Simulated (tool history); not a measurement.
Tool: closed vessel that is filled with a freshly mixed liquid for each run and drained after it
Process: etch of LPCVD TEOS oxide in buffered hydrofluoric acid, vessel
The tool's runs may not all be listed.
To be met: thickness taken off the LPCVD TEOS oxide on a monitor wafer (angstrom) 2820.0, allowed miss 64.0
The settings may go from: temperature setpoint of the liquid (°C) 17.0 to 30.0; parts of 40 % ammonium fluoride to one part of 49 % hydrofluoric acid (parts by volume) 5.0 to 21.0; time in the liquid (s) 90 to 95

| run | hour | temperature setpoint of the liquid (°C) | parts of 40 % ammonium fluoride to one part of 49 % hydrofluoric acid (parts by volume) | time in the liquid (s) | thickness taken off the LPCVD TEOS oxide on a monitor wafer (angstrom) |
|---|---|---|---|---|---|
| 1 | 0.0 | 22.0 | 13.0 | 90 | 1458.4 |
| 2 | 4.8 | 22.0 | 13.0 | 90 | 1447.6 |
| 3 | 8.4 | 23.0 | 12.5 | 90 | 1601.8 |
| 4 | 16.5 | 24.5 | 12.5 | 90 | 1736.4 |
| 5 | 25.5 | 22.5 | 12.5 | 90 | 1544.2 |
| 6 | 30.2 | 26.0 | 12.5 | 90 | 1878.1 |
| 7 | 34.2 | 26.5 | 12.0 | 90 | 2039.5 |
| 8 | 39.4 | 27.0 | 12.0 | 90 | 2079.6 |
| 9 | 42.1 | 27.5 | 11.5 | 90 | 2226.0 |
| 10 | 43.2 | 28.0 | 11.5 | 90 | 2289.4 |
| 11 | 50.8 | 28.5 | 11.5 | 90 | 2339.6 |
| 12 | 57.3 | 29.5 | 10.5 | 90 | 2719.6 |

5 next moves are on the table. One of them brings every result within its allowed miss. Which?
| A | 63.8 | 29.5 | 10.0 | 90 | ? |
| B | 63.8 | 28.5 | 8.5 | 90 | ? |
| C | 63.8 | 28.0 | 9.0 | 95 | ? |
| D | 63.8 | 29.5 | 9.5 | 90 | ? |
| E | 63.8 | 30.0 | 10.5 | 95 | ? |

| move | thickness taken off the LPCVD TEOS oxide on a monitor wafer (angstrom) |
|---|---|
| A | 2829.2 |
| B | 3049.3 |
| C | 2945.2 |
| D | 2922.0 |
| E | 2924.6 |
A: meets every target
B: takes the result that was furthest off past its target
C: takes the result that was furthest off past its target
D: takes the result that was furthest off past its target
E: takes the result that was furthest off past its target
Move A is the one to make.
